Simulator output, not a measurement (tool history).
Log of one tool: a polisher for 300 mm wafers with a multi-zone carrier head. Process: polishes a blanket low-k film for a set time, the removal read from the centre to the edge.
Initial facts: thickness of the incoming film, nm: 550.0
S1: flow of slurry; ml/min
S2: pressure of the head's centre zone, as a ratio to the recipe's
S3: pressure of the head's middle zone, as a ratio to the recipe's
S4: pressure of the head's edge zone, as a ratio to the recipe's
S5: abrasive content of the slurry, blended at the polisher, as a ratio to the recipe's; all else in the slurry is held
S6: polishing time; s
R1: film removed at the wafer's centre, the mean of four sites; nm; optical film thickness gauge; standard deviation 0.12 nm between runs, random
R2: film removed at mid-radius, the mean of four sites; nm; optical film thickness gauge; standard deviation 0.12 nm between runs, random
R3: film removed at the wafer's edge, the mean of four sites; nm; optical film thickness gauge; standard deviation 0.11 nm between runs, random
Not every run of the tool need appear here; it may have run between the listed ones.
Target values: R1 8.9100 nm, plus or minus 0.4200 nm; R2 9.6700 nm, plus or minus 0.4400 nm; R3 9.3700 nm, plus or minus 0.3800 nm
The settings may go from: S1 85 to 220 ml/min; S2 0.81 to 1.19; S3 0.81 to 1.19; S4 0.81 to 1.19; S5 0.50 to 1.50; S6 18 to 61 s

{"run": 1, "day": 0.0, "S1": 140, "S2": 1.0, "S3": 1.0, "S4": 1.0, "S5": 1.0, "S6": 39, "R1": 10.48, "R2": 10.736, "R3": 10.434}
{"run": 2, "day": 0.329, "S1": 135, "S2": 0.99, "S3": 1.0, "S4": 0.99, "S5": 1.0, "S6": 39, "R1": 10.69, "R2": 10.666, "R3": 10.634}
{"run": 3, "day": 0.392, "S1": 135, "S2": 0.99, "S3": 1.0, "S4": 0.99, "S5": 1.0, "S6": 33, "R1": 8.8736, "R2": 8.8561, "R3": 8.8405}
{"run": 4, "day": 0.583, "S1": 135, "S2": 0.99, "S3": 1.0, "S4": 0.92, "S5": 1.0, "S6": 33, "R1": 9.0838, "R2": 8.8739, "R3": 8.7473}
{"run": 5, "day": 0.908, "S1": 135, "S2": 0.93, "S3": 1.0, "S4": 0.92, "S5": 1.0, "S6": 33, "R1": 8.1882, "R2": 8.883, "R3": 8.4518}
{"run": 6, "day": 1.1, "S1": 135, "S2": 0.93, "S3": 1.07, "S4": 0.92, "S5": 1.0, "S6": 33, "R1": 8.1887, "R2": 9.7569, "R3": 8.6324}
{"run": 7, "day": 1.362, "S1": 135, "S2": 0.94, "S3": 1.06, "S4": 0.93, "S5": 1.0, "S6": 33, "R1": 8.5513, "R2": 9.2589, "R3": 8.7246}
{"run": 8, "day": 1.396, "S1": 135, "S2": 0.94, "S3": 1.06, "S4": 0.94, "S5": 1.0, "S6": 33, "R1": 8.6069, "R2": 9.1992, "R3": 8.7017}
{"run": 9, "day": 1.575, "S1": 135, "S2": 0.94, "S3": 1.06, "S4": 0.95, "S5": 1.0, "S6": 33, "R1": 8.311, "R2": 9.427, "R3": 8.7148}
{"run": 10, "day": 1.729, "S1": 135, "S2": 0.94, "S3": 1.06, "S4": 0.96, "S5": 1.0, "S6": 33, "R1": 8.4644, "R2": 9.3266, "R3": 8.8024}
{"run": 11, "day": 1.808, "S1": 135, "S2": 0.94, "S3": 1.06, "S4": 0.97, "S5": 1.0, "S6": 33, "R1": 8.47, "R2": 9.424, "R3": 8.9075}
{"run": 12, "day": 1.875, "S1": 135, "S2": 0.94, "S3": 1.06, "S4": 0.98, "S5": 1.0, "S6": 33, "R1": 8.5143, "R2": 9.2924, "R3": 8.949}
{"run": 13, "day": 1.908, "S1": 135, "S2": 0.94, "S3": 1.06, "S4": 0.99, "S5": 1.0, "S6": 33, "R1": 8.5257, "R2": 9.3379, "R3": 8.8154}
{"run": 14, "day": 2.188, "S1": 135, "S2": 0.94, "S3": 1.06, "S4": 1.0, "S5": 1.0, "S6": 33, "R1": 8.5178, "R2": 9.5632, "R3": 8.9679}
{"run": 15, "day": 2.55, "S1": 135, "S2": 0.94, "S3": 1.06, "S4": 1.01, "S5": 1.0, "S6": 33, "R1": 8.3947, "R2": 9.5199, "R3": 8.9987}
{"run": 16, "day": 2.729, "S1": 135, "S2": 0.94, "S3": 1.06, "S4": 1.02, "S5": 1.0, "S6": 33, "R1": 8.6422, "R2": 9.3762, "R3": 9.0577}

Consider the 4 candidate settings below. Which is the only one whose results all fall within their allowed miss of target?
{"run": "A", "day": 2.908, "S1": 135, "S2": 0.96, "S3": 0.99, "S4": 1.06, "S5": 1.0, "S6": 33, "R1": "?", "R2": "?", "R3": "?"}
{"run": "B", "day": 2.908, "S1": 105, "S2": 0.96, "S3": 1.05, "S4": 0.97, "S5": 1.1, "S6": 35, "R1": "?", "R2": "?", "R3": "?"}
{"run": "C", "day": 2.908, "S1": 155, "S2": 1.02, "S3": 1.19, "S4": 0.9, "S5": 1.05, "S6": 31, "R1": "?", "R2": "?", "R3": "?"}
{"run": "D", "day": 2.908, "S1": 155, "S2": 0.9, "S3": 1.02, "S4": 0.99, "S5": 1.45, "S6": 27, "R1": "?", "R2": "?", "R3": "?"}

move=A R1=8.7097 R2=8.7525 R3=9.2574
move=B R1=8.9954 R2=9.5939 R3=9.4324
move=C R1=9.2474 R2=10.1750 R3=8.4113
move=D R1=8.2296 R2=9.0174 R3=8.9115
A: brings the last run's worst result on target, with another outside its allowed miss
B: hits every target within its allowed miss
C: its largest miss is bigger than the last run's
D: its largest miss is bigger than the last run's
So the answer is move B, the one that meets all the targets.
